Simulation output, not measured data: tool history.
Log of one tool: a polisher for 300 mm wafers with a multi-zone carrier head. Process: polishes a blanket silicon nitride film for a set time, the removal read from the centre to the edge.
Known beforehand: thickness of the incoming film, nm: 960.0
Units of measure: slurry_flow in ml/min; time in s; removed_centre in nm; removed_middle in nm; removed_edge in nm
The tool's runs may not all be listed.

| run | hour | slurry_flow | centre_zone | middle_zone | edge_zone | time | removed_centre | removed_middle | removed_edge |
|---|---|---|---|---|---|---|---|---|---|
| 1 | 0 | 125 | 1 | 1 | 1 | 69 | 163.59 | 161.88 | 155.56 |
| 2 | 8.7 | 125 | 1 | 0.92 | 1 | 69 | 162.03 | 150.6 | 161.21 |
| 3 | 16.5 | 125 | 1 | 0.98 | 1 | 69 | 163.95 | 158.03 | 156.24 |
| 4 | 21.6 | 115 | 0.97 | 0.97 | 0.99 | 69 | 154.58 | 152.43 | 154.63 |
| 5 | 23.7 | 115 | 0.97 | 1.04 | 0.99 | 69 | 152.73 | 161.51 | 156.98 |
| 6 | 29.8 | 115 | 0.97 | 0.99 | 0.99 | 69 | 152.8 | 158 | 152.29 |
| 7 | 38.4 | 110 | 0.95 | 0.97 | 1 | 69 | 148.38 | 150.98 | 152.62 |
| 8 | 44.7 | 105 | 0.93 | 0.97 | 1 | 69 | 144.55 | 150.81 | 153.89 |

Run 9 comes next. What will it give?
| 9 | 47.4 | 100 | 0.91 | 0.97 | 0.99 | 69 | ? | ? | ? |

removed_centre: 137.48 nm
removed_middle: 148.88 nm
removed_edge: 152.12 nm
